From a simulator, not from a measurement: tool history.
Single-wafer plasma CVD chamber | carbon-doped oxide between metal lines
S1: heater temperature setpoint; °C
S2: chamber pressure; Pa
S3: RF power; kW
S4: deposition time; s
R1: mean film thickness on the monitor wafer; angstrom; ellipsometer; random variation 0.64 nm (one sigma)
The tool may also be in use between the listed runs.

run 1 hour=0 | S1=365 S2=767 S3=0.515 S4=27.6 | R1=1380.4
run 2 hour=8.1 | S1=359 S2=767 S3=0.515 S4=27.6 | R1=1385.1
run 3 hour=9.8 | S1=359 S2=767 S3=0.555 S4=27.6 | R1=1457.4
run 4 hour=16.7 | S1=351 S2=767 S3=0.555 S4=27.6 | R1=1487.7
run 5 hour=22 | S1=351 S2=835 S3=0.555 S4=27.6 | R1=1497.6
run 6 hour=30 | S1=351 S2=835 S3=0.555 S4=28.5 | R1=1548.8
run 7 hour=37.3 | S1=354 S2=811 S3=0.525 S4=28.4 | R1=1480.5
run 8 hour=40.3 | S1=357 S2=784 S3=0.495 S4=28.3 | R1=1396.9

Run 9 comes next. What will it give?
run 9 hour=49.2 | S1=369 S2=631 S3=0.415 S4=27.9 | R1=?

{"run 9": {"R1": 1158}}
